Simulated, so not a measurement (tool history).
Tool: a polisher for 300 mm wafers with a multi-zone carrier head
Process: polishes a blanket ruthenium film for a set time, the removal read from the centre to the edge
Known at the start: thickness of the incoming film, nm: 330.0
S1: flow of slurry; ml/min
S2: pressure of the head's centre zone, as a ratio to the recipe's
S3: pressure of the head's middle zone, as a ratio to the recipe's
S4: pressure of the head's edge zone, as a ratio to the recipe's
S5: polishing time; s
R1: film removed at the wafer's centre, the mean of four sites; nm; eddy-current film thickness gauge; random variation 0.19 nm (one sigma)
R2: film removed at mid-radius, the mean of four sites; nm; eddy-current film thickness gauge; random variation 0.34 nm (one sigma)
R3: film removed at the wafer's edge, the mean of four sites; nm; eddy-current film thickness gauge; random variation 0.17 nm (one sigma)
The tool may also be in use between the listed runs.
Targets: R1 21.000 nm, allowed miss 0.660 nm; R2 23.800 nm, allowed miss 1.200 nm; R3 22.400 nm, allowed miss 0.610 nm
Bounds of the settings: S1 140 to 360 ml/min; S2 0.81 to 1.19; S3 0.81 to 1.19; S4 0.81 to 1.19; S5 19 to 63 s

| run | hour | S1 | S2 | S3 | S4 | S5 | R1 | R2 | R3 |
|---|---|---|---|---|---|---|---|---|---|
| 1 | 0.0 | 230 | 1.00 | 1.00 | 1.00 | 41 | 25.154 | 27.154 | 26.472 |
| 2 | 6.9 | 260 | 1.00 | 1.00 | 1.00 | 41 | 25.956 | 27.611 | 27.034 |
| 3 | 13.7 | 310 | 1.00 | 1.00 | 1.00 | 41 | 26.743 | 27.664 | 27.229 |
| 4 | 16.9 | 310 | 1.00 | 1.00 | 1.00 | 46 | 29.975 | 31.005 | 30.674 |
| 5 | 18.8 | 310 | 1.00 | 1.00 | 1.08 | 46 | 30.488 | 30.947 | 32.202 |
| 6 | 23.4 | 310 | 1.00 | 1.00 | 1.08 | 55 | 35.488 | 38.145 | 38.215 |
| 7 | 29.4 | 300 | 0.99 | 1.00 | 1.05 | 52 | 33.476 | 34.884 | 34.865 |
| 8 | 33.6 | 285 | 0.96 | 0.99 | 1.02 | 50 | 31.092 | 33.145 | 33.453 |
| 9 | 35.1 | 275 | 0.95 | 0.99 | 1.00 | 48 | 29.103 | 31.600 | 31.455 |
| 10 | 41.2 | 270 | 0.94 | 0.99 | 0.98 | 46 | 27.602 | 30.233 | 29.787 |
| 11 | 48.9 | 265 | 0.93 | 0.99 | 0.96 | 44 | 26.192 | 28.008 | 28.384 |
|  | 50.1 | slurry nozzle cleaned |
| 12 | 50.1 | 265 | 0.90 | 1.09 | 0.86 | 34 | 20.995 | 25.686 | 21.745 |
| 13 | 58.5 | 265 | 0.90 | 1.08 | 0.87 | 34 | 20.884 | 25.438 | 21.744 |
| 14 | 66.8 | 265 | 0.90 | 1.07 | 0.88 | 34 | 20.958 | 24.958 | 22.213 |

Which of these 4 next moves meets every target?
| A | 75.1 | 250 | 0.89 | 1.16 | 0.83 | 35 | ? | ? | ? |
| B | 75.1 | 300 | 0.92 | 0.88 | 0.92 | 33 | ? | ? | ? |
| C | 75.1 | 200 | 0.95 | 1.07 | 0.97 | 34 | ? | ? | ? |
| D | 75.1 | 270 | 0.90 | 1.19 | 0.84 | 34 | ? | ? | ? |

| move | R1 | R2 | R3 |
|---|---|---|---|
| A | 21.245 | 26.538 | 22.305 |
| B | 21.162 | 21.660 | 22.436 |
| C | 21.261 | 23.741 | 22.741 |
| D | 21.090 | 26.439 | 21.929 |
A: further off than the last run
B: takes the result that was furthest off past its target
C: meets every target
D: further off than the last run
The right move is C.
